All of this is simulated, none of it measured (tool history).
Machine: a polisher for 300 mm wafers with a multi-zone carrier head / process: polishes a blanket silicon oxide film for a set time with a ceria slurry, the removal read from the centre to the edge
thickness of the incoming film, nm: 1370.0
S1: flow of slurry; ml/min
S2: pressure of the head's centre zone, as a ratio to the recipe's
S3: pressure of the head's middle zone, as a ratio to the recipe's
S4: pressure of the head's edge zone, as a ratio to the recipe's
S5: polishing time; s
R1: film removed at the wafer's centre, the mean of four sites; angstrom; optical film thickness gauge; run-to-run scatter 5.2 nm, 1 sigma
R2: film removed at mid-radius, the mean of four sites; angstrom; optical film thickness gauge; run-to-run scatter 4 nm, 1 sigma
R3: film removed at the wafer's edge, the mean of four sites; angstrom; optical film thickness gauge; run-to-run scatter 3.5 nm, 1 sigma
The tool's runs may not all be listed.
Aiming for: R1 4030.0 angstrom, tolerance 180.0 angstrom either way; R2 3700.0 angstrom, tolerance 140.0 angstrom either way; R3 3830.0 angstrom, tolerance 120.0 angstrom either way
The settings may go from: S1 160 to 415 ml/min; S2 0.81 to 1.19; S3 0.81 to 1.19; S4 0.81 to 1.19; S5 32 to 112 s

| run | hour | S1 | S2 | S3 | S4 | S5 | R1 | R2 | R3 |
|---|---|---|---|---|---|---|---|---|---|
| 1 | 0.0 | 265 | 1.00 | 1.00 | 1.00 | 72 | 2813.5 | 3110.1 | 3069.9 |
| 2 | 7.1 | 265 | 1.00 | 1.08 | 1.00 | 72 | 2784.9 | 3226.9 | 3047.5 |
| 3 | 15.8 | 225 | 1.00 | 1.08 | 1.00 | 72 | 2733.1 | 3290.0 | 2986.7 |
| 4 | 20.5 | 225 | 1.00 | 1.03 | 1.00 | 72 | 2706.0 | 3186.8 | 3037.2 |
| 5 | 21.9 | 225 | 1.00 | 1.03 | 1.00 | 86 | 3187.0 | 3701.6 | 3570.9 |
| 6 | 23.5 | 225 | 1.00 | 1.09 | 1.00 | 86 | 3289.0 | 3905.6 | 3647.0 |
| 7 | 31.7 | 255 | 1.04 | 1.07 | 1.01 | 86 | 3439.1 | 3868.8 | 3668.0 |
| 8 | 36.9 | 255 | 1.04 | 1.07 | 1.01 | 86 | 3508.6 | 3935.2 | 3644.9 |
| 9 | 37.9 | 285 | 1.06 | 1.03 | 1.02 | 86 | 3458.6 | 3822.9 | 3702.2 |
| 10 | 45.2 | 305 | 1.10 | 0.98 | 1.00 | 87 | 3826.2 | 3750.3 | 3700.1 |
| 11 | 48.4 | 310 | 1.11 | 0.97 | 1.01 | 87 | 3779.0 | 3653.2 | 3840.7 |
|  | 49.8 | centre zone pressure recalibrated |
| 12 | 49.8 | 315 | 1.12 | 0.97 | 1.00 | 87 | 4226.7 | 3716.1 | 3730.1 |

Pick the move, out of 5, that brings all results within their allowed miss; only one does.
| A | 51.2 | 295 | 1.12 | 0.94 | 1.00 | 82 | ? | ? | ? |
| B | 51.2 | 275 | 1.11 | 0.99 | 1.07 | 86 | ? | ? | ? |
| C | 51.2 | 320 | 1.04 | 0.96 | 1.03 | 80 | ? | ? | ? |
| D | 51.2 | 345 | 1.07 | 0.97 | 1.07 | 80 | ? | ? | ? |
| E | 51.2 | 350 | 1.15 | 1.04 | 0.92 | 86 | ? | ? | ? |

| move | R1 | R2 | R3 |
|---|---|---|---|
| A | 3919.3 | 3389.2 | 3543.5 |
| B | 4044.7 | 3687.4 | 3819.6 |
| C | 3578.0 | 3391.4 | 3525.9 |
| D | 3708.0 | 3442.0 | 3610.1 |
| E | 4293.9 | 3928.3 | 3608.6 |
A: brings the last run's worst result on target, with another outside its allowed miss
B: meets every target
C: carries the result that was furthest off beyond its target, to the other side
D: carries the result that was furthest off beyond its target, to the other side
E: the biggest miss grows against the last run
Answer: B

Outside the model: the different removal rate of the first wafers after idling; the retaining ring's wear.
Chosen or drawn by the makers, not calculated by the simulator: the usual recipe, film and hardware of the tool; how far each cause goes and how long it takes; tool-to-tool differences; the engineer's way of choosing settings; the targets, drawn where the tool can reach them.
